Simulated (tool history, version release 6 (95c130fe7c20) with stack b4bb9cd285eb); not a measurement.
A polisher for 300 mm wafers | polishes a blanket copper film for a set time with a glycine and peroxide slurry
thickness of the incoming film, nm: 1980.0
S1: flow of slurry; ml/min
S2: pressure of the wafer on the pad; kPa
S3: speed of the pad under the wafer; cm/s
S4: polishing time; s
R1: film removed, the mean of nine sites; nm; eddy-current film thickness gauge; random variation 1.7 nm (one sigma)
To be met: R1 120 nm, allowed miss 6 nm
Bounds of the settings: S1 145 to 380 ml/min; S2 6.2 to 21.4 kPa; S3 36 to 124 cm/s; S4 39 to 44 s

run,day,S1,S2,S3,S4,R1
1,0,245,13.8,80,44,181.74
2,0.304,245,15.9,80,44,201.73
3,0.654,215,15.9,80,44,196.06
4,0.962,215,13.8,78,44,173.15
5,1.15,255,13.8,78,44,176.93
6,1.229,255,13.8,94,44,200.25
# day 1.492: head pressure recalibrated
7,1.492,255,11.7,90,44,161.65
8,1.692,255,11,90,44,155.54
9,1.95,255,10.3,90,44,147.3
10,2.042,255,6.9,86,44,110.88

Which of these 5 next moves meets every target?
A,2.133,260,6.9,76,44,?
B,2.133,245,6.9,92,41,?
C,2.133,190,7.6,92,39,?
D,2.133,260,6.9,92,40,?
E,2.133,265,6.2,112,44,?

move,R1
A,102.03
B,105.59
C,102.84
D,103.72
E,120.99
A: further off than the last run
B: further off than the last run
C: further off than the last run
D: further off than the last run
E: meets every target
The right move is E.

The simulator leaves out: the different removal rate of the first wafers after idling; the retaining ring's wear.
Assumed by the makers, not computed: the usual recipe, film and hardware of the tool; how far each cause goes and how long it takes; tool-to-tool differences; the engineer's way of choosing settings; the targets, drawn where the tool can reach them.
